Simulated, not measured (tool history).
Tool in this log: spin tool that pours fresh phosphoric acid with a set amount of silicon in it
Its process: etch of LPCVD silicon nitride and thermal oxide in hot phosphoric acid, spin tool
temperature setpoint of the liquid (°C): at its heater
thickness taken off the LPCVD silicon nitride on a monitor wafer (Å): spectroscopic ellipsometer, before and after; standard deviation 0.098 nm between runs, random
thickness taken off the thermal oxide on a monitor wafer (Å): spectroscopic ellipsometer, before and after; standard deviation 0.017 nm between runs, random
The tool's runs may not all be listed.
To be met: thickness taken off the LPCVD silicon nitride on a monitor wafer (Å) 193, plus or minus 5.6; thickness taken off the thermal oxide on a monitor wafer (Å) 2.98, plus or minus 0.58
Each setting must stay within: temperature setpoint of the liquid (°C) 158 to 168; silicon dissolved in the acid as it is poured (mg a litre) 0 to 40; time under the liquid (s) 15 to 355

run	hour	temperature setpoint of the liquid (°C)	silicon dissolved in the acid as it is poured (mg a litre)	time under the liquid (s)	thickness taken off the LPCVD silicon nitride on a monitor wafer (Å)	thickness taken off the thermal oxide on a monitor wafer (Å)
1	0	163	17.5	180	153.82	3.9469
2	2.9	163	9	180	153.26	5.0535
3	10.1	163.5	16	185	159.64	3.895
4	17.8	165	16	185	167.1	4.2524
5	25.8	165	16	155	140.2	4.3492
6	32.6	165	16	115	105.42	2.7114
7	36.5	165.5	21	135	125.41	2.8706
8	41.8	166	24	150	141.71	3.1867
9	46.5	166.5	27.5	160	152.61	3.0116
10	48.5	166.5	29.5	170	161.91	2.638
11	49.1	167	30	175	169.84	3.0892
# hour 55.3: dissolved silicon flow meter replaced
12	55.3	167	31.5	180	175.76	3.0019
13	60.6	167	32.5	185	180.24	3.2077
14	69.1	167	34	185	179.53	3.2633
15	70.6	167	35.5	185	180.18	2.6289

5 candidate next runs follow, results not yet known. Just one meets every target within its allowed miss. Identify it.
A	72.1	167.5	33.5	175	?	?
B	72.1	166.5	32	185	?	?
C	72.1	168	29	170	?	?
D	72.1	167	36	200	?	?
E	72.1	167	31.5	165	?	?

move	thickness taken off the LPCVD silicon nitride on a monitor wafer (Å)	thickness taken off the thermal oxide on a monitor wafer (Å)
A	172.69	3.2635
B	176.72	3.4351
C	170.5	3.9733
D	194.18	3.1799
E	160.2	3.2448
A: its largest miss is bigger than the last run's
B: its largest miss is bigger than the last run's
C: its largest miss is bigger than the last run's
D: in spec on every target
E: its largest miss is bigger than the last run's
Answer: D

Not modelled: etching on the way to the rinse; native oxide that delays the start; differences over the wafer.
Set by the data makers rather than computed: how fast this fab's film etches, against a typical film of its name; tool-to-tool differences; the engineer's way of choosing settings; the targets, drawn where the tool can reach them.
